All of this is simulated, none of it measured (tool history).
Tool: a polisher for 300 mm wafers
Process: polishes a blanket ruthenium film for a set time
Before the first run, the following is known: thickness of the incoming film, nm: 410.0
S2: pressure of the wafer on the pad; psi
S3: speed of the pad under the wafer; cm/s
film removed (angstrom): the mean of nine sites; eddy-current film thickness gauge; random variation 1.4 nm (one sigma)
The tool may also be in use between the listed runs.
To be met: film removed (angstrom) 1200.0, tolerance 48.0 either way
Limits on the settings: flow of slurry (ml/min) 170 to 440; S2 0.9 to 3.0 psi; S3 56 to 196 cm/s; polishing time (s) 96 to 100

Run 1, day 0.000: flow of slurry (ml/min) 280, S2 1.9 psi, S3 126 cm/s, polishing time (s) 96. Result: film removed (angstrom) 1529.0.
Run 2, day 0.346: flow of slurry (ml/min) 280, S2 1.8 psi, S3 126 cm/s, polishing time (s) 96. Result: film removed (angstrom) 1407.4.
Run 3, day 0.596: flow of slurry (ml/min) 280, S2 1.7 psi, S3 126 cm/s, polishing time (s) 96. Result: film removed (angstrom) 1353.9.
Run 4, day 0.850: flow of slurry (ml/min) 280, S2 1.6 psi, S3 126 cm/s, polishing time (s) 96. Result: film removed (angstrom) 1269.4.
Run 5, day 1.012: flow of slurry (ml/min) 280, S2 2.0 psi, S3 126 cm/s, polishing time (s) 96. Result: film removed (angstrom) 1549.1.
Run 6, day 1.250: flow of slurry (ml/min) 280, S2 1.9 psi, S3 126 cm/s, polishing time (s) 96. Result: film removed (angstrom) 1472.0.
Run 7, day 1.529: flow of slurry (ml/min) 280, S2 1.8 psi, S3 126 cm/s, polishing time (s) 96. Result: film removed (angstrom) 1421.8.
Run 8, day 1.762: flow of slurry (ml/min) 280, S2 1.7 psi, S3 126 cm/s, polishing time (s) 96. Result: film removed (angstrom) 1332.5.
Run 9, day 1.933: flow of slurry (ml/min) 280, S2 1.6 psi, S3 126 cm/s, polishing time (s) 96. Result: film removed (angstrom) 1276.5.

Below are 4 possible settings for the next run. Only one of them brings all results inside the allowed miss of their targets. Which is it?
Run A, day 2.104: flow of slurry (ml/min) 305, S2 1.7 psi, S3 116 cm/s, polishing time (s) 100. Result: film removed (angstrom) ?.
Run B, day 2.104: flow of slurry (ml/min) 255, S2 2.1 psi, S3 98 cm/s, polishing time (s) 96. Result: film removed (angstrom) ?.
Run C, day 2.104: flow of slurry (ml/min) 180, S2 1.4 psi, S3 144 cm/s, polishing time (s) 96. Result: film removed (angstrom) ?.
Run D, day 2.104: flow of slurry (ml/min) 290, S2 1.7 psi, S3 124 cm/s, polishing time (s) 96. Result: film removed (angstrom) ?.

move  film removed (angstrom)
   A                   1303.2
   B                   1306.8
   C                   1178.0
   D                   1319.4
A: misses by more than the last run did
B: misses by more than the last run did
C: every result within its allowed miss
D: misses by more than the last run did
The right move is C.

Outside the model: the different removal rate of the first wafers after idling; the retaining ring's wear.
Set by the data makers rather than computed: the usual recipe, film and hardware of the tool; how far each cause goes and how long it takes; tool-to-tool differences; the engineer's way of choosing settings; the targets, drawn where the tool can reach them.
